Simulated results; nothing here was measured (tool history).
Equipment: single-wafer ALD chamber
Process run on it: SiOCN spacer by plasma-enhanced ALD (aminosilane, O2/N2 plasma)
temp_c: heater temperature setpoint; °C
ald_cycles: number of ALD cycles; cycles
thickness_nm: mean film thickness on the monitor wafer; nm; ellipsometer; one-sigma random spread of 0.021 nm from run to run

Run 1, day 0: temp_c 420 °C, ald_cycles 97 cycles. Result: thickness_nm 5.4057 nm.
Run 2, day 0.238: temp_c 420 °C, ald_cycles 110 cycles. Result: thickness_nm 6.0671 nm.
Run 3, day 0.425: temp_c 424 °C, ald_cycles 110 cycles. Result: thickness_nm 6.0677 nm.
Run 4, day 0.571: temp_c 425 °C, ald_cycles 105 cycles. Result: thickness_nm 5.7802 nm.
Run 5, day 0.65: temp_c 426 °C, ald_cycles 101 cycles. Result: thickness_nm 5.5555 nm.
Run 6, day 0.942: temp_c 430 °C, ald_cycles 101 cycles. Result: thickness_nm 5.4198 nm.
Run 7, day 1.208: temp_c 432 °C, ald_cycles 100 cycles. Result: thickness_nm 5.3757 nm.

Run 8 is up next; what results do you expect?
Run 8, day 1.354: temp_c 438 °C, ald_cycles 91 cycles. Result: thickness_nm ?.

thickness_nm: 4.8151 nm
